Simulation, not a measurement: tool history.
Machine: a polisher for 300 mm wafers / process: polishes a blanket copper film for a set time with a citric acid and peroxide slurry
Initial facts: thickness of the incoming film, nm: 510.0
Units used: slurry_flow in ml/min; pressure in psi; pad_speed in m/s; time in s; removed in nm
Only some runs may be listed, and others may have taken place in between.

| run | hour | slurry_flow | pressure | pad_speed | slurry_solids | time | removed |
|---|---|---|---|---|---|---|---|
| 1 | 0.0 | 275 | 3.0 | 0.82 | 1.00 | 37 | 67.912 |
| 2 | 4.1 | 275 | 3.2 | 0.82 | 1.00 | 37 | 70.265 |
| 3 | 10.9 | 275 | 3.4 | 0.82 | 1.00 | 37 | 74.479 |
| 4 | 19.9 | 275 | 3.4 | 0.82 | 1.15 | 37 | 77.318 |
| 5 | 23.1 | 275 | 3.5 | 0.82 | 1.15 | 37 | 79.102 |
|  | 25.5 | slurry nozzle cleaned |
| 6 | 25.5 | 275 | 3.1 | 0.82 | 1.15 | 37 | 73.625 |

Run 7 has not been measured yet. What should we expect?
| 7 | 30.7 | 275 | 3.3 | 0.82 | 1.15 | 37 | ? |

Run 7 came out at removed 77.079 nm.

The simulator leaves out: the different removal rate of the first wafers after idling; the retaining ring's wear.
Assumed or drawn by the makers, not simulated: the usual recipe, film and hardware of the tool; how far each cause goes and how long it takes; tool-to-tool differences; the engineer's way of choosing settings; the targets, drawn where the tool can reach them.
